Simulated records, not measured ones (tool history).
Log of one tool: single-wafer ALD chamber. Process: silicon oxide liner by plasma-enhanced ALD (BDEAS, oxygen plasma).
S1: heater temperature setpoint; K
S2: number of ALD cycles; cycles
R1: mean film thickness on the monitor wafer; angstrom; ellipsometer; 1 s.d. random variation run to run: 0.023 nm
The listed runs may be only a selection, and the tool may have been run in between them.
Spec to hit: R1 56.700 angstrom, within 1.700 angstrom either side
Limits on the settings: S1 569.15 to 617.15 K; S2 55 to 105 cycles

run 1 day=0.000 | S1=593.15 S2=80 | R1=70.655
run 2 day=0.196 | S1=593.15 S2=71 | R1=62.877
run 3 day=0.496 | S1=593.15 S2=77 | R1=68.162
run 4 day=0.817 | S1=583.15 S2=77 | R1=68.989
run 5 day=0.988 | S1=583.15 S2=75 | R1=67.151
run 6 day=1.271 | S1=591.15 S2=75 | R1=66.486
run 7 day=1.625 | S1=591.15 S2=73 | R1=64.430
run 8 day=1.854 | S1=591.15 S2=72 | R1=63.429
run 9 day=2.196 | S1=591.15 S2=71 | R1=62.415
run 10 day=2.517 | S1=591.15 S2=70 | R1=62.011
run 11 day=2.879 | S1=591.15 S2=69 | R1=60.949

Consider the 4 candidate settings below. Which is the only one whose results all fall within their allowed miss of target?
run A day=3.242 | S1=596.15 S2=64 | R1=?
run B day=3.242 | S1=586.15 S2=78 | R1=?
run C day=3.242 | S1=588.15 S2=74 | R1=?
run D day=3.242 | S1=587.15 S2=78 | R1=?

move=A R1=56.330
move=B R1=69.524
move=C R1=65.793
move=D R1=69.437
A: meets every target
B: misses by more than the last run did
C: misses by more than the last run did
D: misses by more than the last run did
Go with A: it meets all targets.
